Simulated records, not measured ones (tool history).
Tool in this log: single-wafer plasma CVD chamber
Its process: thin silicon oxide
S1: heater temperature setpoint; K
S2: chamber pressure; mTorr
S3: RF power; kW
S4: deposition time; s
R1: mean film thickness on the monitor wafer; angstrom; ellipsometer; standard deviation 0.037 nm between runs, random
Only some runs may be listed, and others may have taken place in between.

| run | hour | S1 | S2 | S3 | S4 | R1 |
|---|---|---|---|---|---|---|
| 1 | 0.0 | 698.15 | 817 | 0.355 | 9.40 | 181.79 |
| 2 | 0.6 | 698.15 | 948 | 0.355 | 9.40 | 200.70 |
| 3 | 2.7 | 698.15 | 948 | 0.375 | 9.40 | 203.39 |
| 4 | 4.7 | 698.15 | 948 | 0.375 | 9.69 | 210.20 |
| 5 | 8.2 | 698.15 | 897 | 0.370 | 9.66 | 201.65 |
| 6 | 14.6 | 698.15 | 852 | 0.365 | 9.63 | 193.74 |
| 7 | 19.0 | 698.15 | 812 | 0.360 | 9.60 | 185.50 |
| 8 | 23.6 | 698.15 | 649 | 0.345 | 9.54 | 157.00 |

Predict the results of run 9:
| 9 | 31.2 | 698.15 | 637 | 0.345 | 9.54 | ? |

R1: 153.33 angstrom
